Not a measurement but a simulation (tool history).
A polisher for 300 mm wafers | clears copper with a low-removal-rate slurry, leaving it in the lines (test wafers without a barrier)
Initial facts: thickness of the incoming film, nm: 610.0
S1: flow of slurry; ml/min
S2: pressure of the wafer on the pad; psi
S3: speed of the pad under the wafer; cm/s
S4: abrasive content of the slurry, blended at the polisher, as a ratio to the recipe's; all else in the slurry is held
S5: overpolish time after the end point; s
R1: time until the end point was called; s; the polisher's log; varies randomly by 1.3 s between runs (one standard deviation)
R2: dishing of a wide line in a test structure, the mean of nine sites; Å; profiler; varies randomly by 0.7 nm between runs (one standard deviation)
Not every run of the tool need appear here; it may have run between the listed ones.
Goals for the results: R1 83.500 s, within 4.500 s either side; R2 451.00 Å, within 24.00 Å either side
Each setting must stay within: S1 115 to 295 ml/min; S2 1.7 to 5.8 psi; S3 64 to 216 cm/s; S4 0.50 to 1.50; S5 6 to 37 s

run	hour	S1	S2	S3	S4	S5	R1	R2
1	0.0	190	3.7	140	1.00	19	145.110	411.71
2	3.6	190	3.7	140	1.00	13	141.330	315.57
3	8.1	190	4.2	142	1.00	13	120.070	343.04
4	9.1	190	4.5	144	1.00	14	116.350	388.54
5	11.7	190	4.9	146	1.00	13	105.960	397.46
6	18.6	190	5.2	148	1.00	13	100.420	412.30
7	20.3	190	5.4	150	1.00	13	91.801	426.95
8	21.1	195	5.7	150	1.00	13	88.206	445.46

Which of these 5 next moves meets every target?
A	21.9	215	5.7	136	0.95	14	?	?
B	21.9	225	5.8	162	1.20	11	?	?
C	21.9	220	5.4	172	0.90	13	?	?
D	21.9	120	5.2	164	0.95	15	?	?
E	21.9	190	5.6	148	0.95	14	?	?

move	R1	R2
A	97.086	440.03
B	76.901	438.24
C	84.353	457.18
D	100.510	446.86
E	93.471	450.26
A: moves away from the targets compared with the last run
B: carries the result that was furthest off beyond its target, to the other side
C: hits every target within its allowed miss
D: moves away from the targets compared with the last run
E: moves away from the targets compared with the last run
Go with C: it meets all targets.
